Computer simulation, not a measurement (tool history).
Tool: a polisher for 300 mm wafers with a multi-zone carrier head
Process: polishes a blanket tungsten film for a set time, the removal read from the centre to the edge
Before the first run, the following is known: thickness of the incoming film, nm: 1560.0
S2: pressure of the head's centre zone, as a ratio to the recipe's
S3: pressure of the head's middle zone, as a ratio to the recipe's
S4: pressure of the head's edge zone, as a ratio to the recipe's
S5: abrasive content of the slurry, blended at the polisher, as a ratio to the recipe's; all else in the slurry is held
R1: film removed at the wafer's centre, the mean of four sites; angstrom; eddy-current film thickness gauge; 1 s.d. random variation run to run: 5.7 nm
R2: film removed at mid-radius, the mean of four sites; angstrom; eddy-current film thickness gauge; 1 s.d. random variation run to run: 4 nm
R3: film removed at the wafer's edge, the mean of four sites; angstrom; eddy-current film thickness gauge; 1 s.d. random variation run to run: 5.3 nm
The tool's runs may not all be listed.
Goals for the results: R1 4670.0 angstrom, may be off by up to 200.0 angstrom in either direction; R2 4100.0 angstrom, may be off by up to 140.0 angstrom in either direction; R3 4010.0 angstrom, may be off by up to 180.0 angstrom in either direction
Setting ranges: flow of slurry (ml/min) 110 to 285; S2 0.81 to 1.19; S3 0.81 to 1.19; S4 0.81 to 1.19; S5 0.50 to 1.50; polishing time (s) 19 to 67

run 1 hour=0.0 | flow_of_slurry_(ml/min)=180 S2=1.00 S3=1.00 S4=1.00 S5=1.00 polishing_time_(s)=43 | R1=3888.9 R2=3856.6 R3=3819.9
run 2 hour=6.6 | flow_of_slurry_(ml/min)=190 S2=1.02 S3=1.00 S4=1.00 S5=1.00 polishing_time_(s)=43 | R1=3996.6 R2=3828.1 R3=3801.8
run 3 hour=7.3 | flow_of_slurry_(ml/min)=195 S2=1.04 S3=1.01 S4=1.01 S5=1.00 polishing_time_(s)=43 | R1=4076.6 R2=3882.3 R3=3946.9
run 4 hour=7.9 | flow_of_slurry_(ml/min)=200 S2=1.06 S3=1.02 S4=0.99 S5=1.00 polishing_time_(s)=43 | R1=4019.8 R2=3866.7 R3=3850.1
run 5 hour=10.8 | flow_of_slurry_(ml/min)=200 S2=1.08 S3=1.02 S4=0.97 S5=1.05 polishing_time_(s)=43 | R1=4155.8 R2=3947.6 R3=3943.2
run 6 hour=15.2 | flow_of_slurry_(ml/min)=200 S2=1.08 S3=1.02 S4=0.97 S5=0.90 polishing_time_(s)=43 | R1=3962.5 R2=3702.9 R3=3764.2
run 7 hour=22.8 | flow_of_slurry_(ml/min)=205 S2=1.10 S3=1.02 S4=0.95 S5=0.95 polishing_time_(s)=43 | R1=4183.1 R2=3867.8 R3=3686.7
run 8 hour=26.3 | flow_of_slurry_(ml/min)=210 S2=1.11 S3=1.02 S4=0.95 S5=0.95 polishing_time_(s)=43 | R1=4106.2 R2=3877.2 R3=3733.9
run 9 hour=34.9 | flow_of_slurry_(ml/min)=210 S2=1.13 S3=1.01 S4=0.95 S5=1.00 polishing_time_(s)=43 | R1=4366.2 R2=3951.1 R3=3779.1
run 10 hour=43.5 | flow_of_slurry_(ml/min)=215 S2=1.14 S3=1.01 S4=0.96 S5=1.00 polishing_time_(s)=43 | R1=4350.0 R2=3893.7 R3=3771.9
run 11 hour=48.0 | flow_of_slurry_(ml/min)=230 S2=1.17 S3=1.03 S4=1.00 S5=1.15 polishing_time_(s)=44 | R1=4809.1 R2=4326.0 R3=4136.7

Exercise: of the 5 proposed moves below, exactly one satisfies all targets within the stated allowed misses. Which move is it?
run A hour=52.5 | flow_of_slurry_(ml/min)=160 S2=1.19 S3=1.05 S4=1.01 S5=1.25 polishing_time_(s)=43 | R1=? R2=? R3=?
run B hour=52.5 | flow_of_slurry_(ml/min)=275 S2=1.10 S3=1.12 S4=0.95 S5=0.90 polishing_time_(s)=50 | R1=? R2=? R3=?
run C hour=52.5 | flow_of_slurry_(ml/min)=240 S2=1.19 S3=0.86 S4=1.03 S5=1.05 polishing_time_(s)=47 | R1=? R2=? R3=?
run D hour=52.5 | flow_of_slurry_(ml/min)=265 S2=1.12 S3=1.03 S4=0.87 S5=0.95 polishing_time_(s)=48 | R1=? R2=? R3=?
run E hour=52.5 | flow_of_slurry_(ml/min)=185 S2=1.07 S3=0.98 S4=1.04 S5=1.15 polishing_time_(s)=47 | R1=? R2=? R3=?

move=A R1=4610.5 R2=4105.4 R3=4059.9
move=B R1=4918.7 R2=4910.9 R3=4387.1
move=C R1=5064.3 R2=3798.4 R3=4438.4
move=D R1=4842.0 R2=4437.6 R3=4097.3
move=E R1=4595.0 R2=4216.9 R3=4464.8
A: in spec on every target
B: the biggest miss grows against the last run
C: takes the biggest miss from the last run beyond its target
D: the biggest miss grows against the last run
E: the furthest-off result lands on target, but another misses its tolerance
Go with A: it meets all targets.

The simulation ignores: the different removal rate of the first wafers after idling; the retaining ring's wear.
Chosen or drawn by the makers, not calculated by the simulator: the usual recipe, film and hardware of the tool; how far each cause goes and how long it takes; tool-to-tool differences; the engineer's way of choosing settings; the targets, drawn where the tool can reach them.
